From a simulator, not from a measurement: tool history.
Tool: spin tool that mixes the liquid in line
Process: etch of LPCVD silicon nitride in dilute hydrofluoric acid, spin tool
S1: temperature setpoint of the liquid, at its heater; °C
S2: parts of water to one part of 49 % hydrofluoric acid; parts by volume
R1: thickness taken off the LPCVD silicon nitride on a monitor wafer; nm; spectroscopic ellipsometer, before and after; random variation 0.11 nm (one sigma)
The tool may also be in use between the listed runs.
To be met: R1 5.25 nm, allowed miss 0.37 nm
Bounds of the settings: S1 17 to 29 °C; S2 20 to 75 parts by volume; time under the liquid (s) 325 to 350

Run 1, day 0: S1 21 °C, S2 45 parts by volume, time under the liquid (s) 325. Result: R1 3.1982 nm.
Run 2, day 0.067: S1 24.5 °C, S2 45 parts by volume, time under the liquid (s) 325. Result: R1 4.0902 nm.
Run 3, day 0.3: S1 24.5 °C, S2 45 parts by volume, time under the liquid (s) 325. Result: R1 4.185 nm.
Run 4, day 0.517: S1 24.5 °C, S2 60 parts by volume, time under the liquid (s) 325. Result: R1 3.078 nm.
Run 5, day 0.862: S1 24.5 °C, S2 60 parts by volume, time under the liquid (s) 350. Result: R1 3.2482 nm.
Run 6, day 1.088: S1 24.5 °C, S2 60 parts by volume, time under the liquid (s) 350. Result: R1 3.29 nm.
Run 7, day 1.446: S1 25 °C, S2 60 parts by volume, time under the liquid (s) 350. Result: R1 3.419 nm.
Run 8, day 1.483: S1 25.5 °C, S2 60 parts by volume, time under the liquid (s) 350. Result: R1 3.5192 nm.
Run 9, day 1.775: S1 26 °C, S2 60 parts by volume, time under the liquid (s) 350. Result: R1 3.8189 nm.
Run 10, day 2.096: S1 26.5 °C, S2 60 parts by volume, time under the liquid (s) 350. Result: R1 3.7535 nm.
Run 11, day 2.375: S1 27 °C, S2 60 parts by volume, time under the liquid (s) 350. Result: R1 4.0098 nm.
Run 12, day 2.446: S1 29 °C, S2 55 parts by volume, time under the liquid (s) 350. Result: R1 4.7487 nm.

5 next moves are on the table. One of them brings every result within its allowed miss. Which?
Run A, day 2.517: S1 29 °C, S2 60 parts by volume, time under the liquid (s) 350. Result: R1 ?.
Run B, day 2.517: S1 28 °C, S2 55 parts by volume, time under the liquid (s) 345. Result: R1 ?.
Run C, day 2.517: S1 25.5 °C, S2 40 parts by volume, time under the liquid (s) 340. Result: R1 ?.
Run D, day 2.517: S1 27.5 °C, S2 55 parts by volume, time under the liquid (s) 350. Result: R1 ?.
Run E, day 2.517: S1 28.5 °C, S2 55 parts by volume, time under the liquid (s) 325. Result: R1 ?.

move      R1
   A  4.3338
   B  4.3697
   C  5.0091
   D  4.2927
   E  4.2504
A: further off than the last run
B: further off than the last run
C: meets every target
D: further off than the last run
E: further off than the last run
Answer: C

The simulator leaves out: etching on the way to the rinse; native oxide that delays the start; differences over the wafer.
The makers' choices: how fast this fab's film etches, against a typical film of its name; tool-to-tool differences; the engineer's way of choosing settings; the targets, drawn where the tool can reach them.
